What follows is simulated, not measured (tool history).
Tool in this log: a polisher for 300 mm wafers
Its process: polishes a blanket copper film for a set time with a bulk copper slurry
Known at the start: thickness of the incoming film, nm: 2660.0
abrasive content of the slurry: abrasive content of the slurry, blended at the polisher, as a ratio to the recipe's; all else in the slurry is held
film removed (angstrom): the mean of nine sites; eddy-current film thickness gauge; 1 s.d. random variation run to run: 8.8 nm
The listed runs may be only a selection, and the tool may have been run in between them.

run,hour,flow of slurry (ml/min),pressure of the wafer on the pad (kPa),speed of the pad under the wafer (m/s),abrasive content of the slurry,polishing time (s),film removed (angstrom)
1,0.0,290,18.6,1.1,1.0,111,12508
2,4.8,290,17.9,1.1,1.0,111,11898
3,6.3,290,17.9,1.1,0.9,111,11723
4,11.8,290,17.9,1.1,0.9,116,12348
5,19.8,290,17.2,1.1,0.9,116,11868
6,28.6,245,17.2,1.1,0.9,116,11594

What will run 7 give?
7,35.6,240,17.2,1.1,0.9,116,?

Run 7 gave film removed (angstrom) 11743.

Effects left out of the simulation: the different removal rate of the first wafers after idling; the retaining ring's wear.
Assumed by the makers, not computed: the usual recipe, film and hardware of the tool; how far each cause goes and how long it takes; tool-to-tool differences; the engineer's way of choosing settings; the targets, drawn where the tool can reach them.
